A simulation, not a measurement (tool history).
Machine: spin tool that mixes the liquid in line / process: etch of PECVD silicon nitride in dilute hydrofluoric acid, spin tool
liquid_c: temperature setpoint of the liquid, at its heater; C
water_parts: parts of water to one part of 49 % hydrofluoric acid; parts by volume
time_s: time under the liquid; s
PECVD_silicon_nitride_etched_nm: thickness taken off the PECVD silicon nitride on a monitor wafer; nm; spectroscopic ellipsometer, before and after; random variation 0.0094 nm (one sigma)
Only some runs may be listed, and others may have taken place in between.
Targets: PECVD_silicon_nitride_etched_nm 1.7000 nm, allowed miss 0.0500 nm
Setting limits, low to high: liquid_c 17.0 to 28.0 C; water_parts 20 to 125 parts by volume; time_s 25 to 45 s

run	day	liquid_c	water_parts	time_s	PECVD_silicon_nitride_etched_nm
1	0.000	20.0	70	45	1.4636
2	0.221	20.0	85	45	1.1941
3	0.500	20.0	95	45	1.0731
4	0.592	22.0	95	45	1.2322
5	0.821	23.0	95	45	1.3209
6	0.933	24.0	95	45	1.4059
7	1.067	24.5	95	45	1.4676
8	1.300	25.0	95	45	1.5050

Of the 4 settings listed for the next run, only one would bring every result within its allowed miss of target. Which one?
A	1.533	22.5	70	45	?
B	1.533	25.5	80	45	?
C	1.533	25.0	90	45	?
D	1.533	26.0	95	45	?

move	PECVD_silicon_nitride_etched_nm
A	1.7226
B	1.8447
C	1.5888
D	1.6076
A: all results in spec
B: takes the result that was furthest off past its target
C: nearer than the last run, and not there yet
D: nearer than the last run, and not there yet
A is the move that brings every result within its allowed miss.
